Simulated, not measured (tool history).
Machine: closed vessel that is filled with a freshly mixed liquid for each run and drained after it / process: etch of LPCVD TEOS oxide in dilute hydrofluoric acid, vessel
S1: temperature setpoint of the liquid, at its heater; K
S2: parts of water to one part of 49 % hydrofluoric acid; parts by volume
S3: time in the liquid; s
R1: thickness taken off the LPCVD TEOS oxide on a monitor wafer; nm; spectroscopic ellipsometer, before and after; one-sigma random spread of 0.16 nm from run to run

| run | hour | S1 | S2 | S3 | R1 |
|---|---|---|---|---|---|
| 1 | 0 | 297.15 | 90 | 30 | 14.698 |
| 2 | 8.7 | 299.65 | 90 | 30 | 16.378 |
| 3 | 10.7 | 299.65 | 90 | 30 | 16.258 |
| 4 | 19.5 | 299.65 | 90 | 30 | 16.117 |
| 5 | 26.4 | 300.65 | 90 | 30 | 16.904 |
| 6 | 30.9 | 301.15 | 90 | 30 | 17.425 |
| 7 | 37.2 | 301.65 | 90 | 30 | 17.587 |
| 8 | 43.6 | 302.15 | 90 | 30 | 18.01 |

The next listed run, before its measurement:
| 9 | 47 | 302.65 | 90 | 30 | ? |

{"run 9": {"R1": 18.332}}
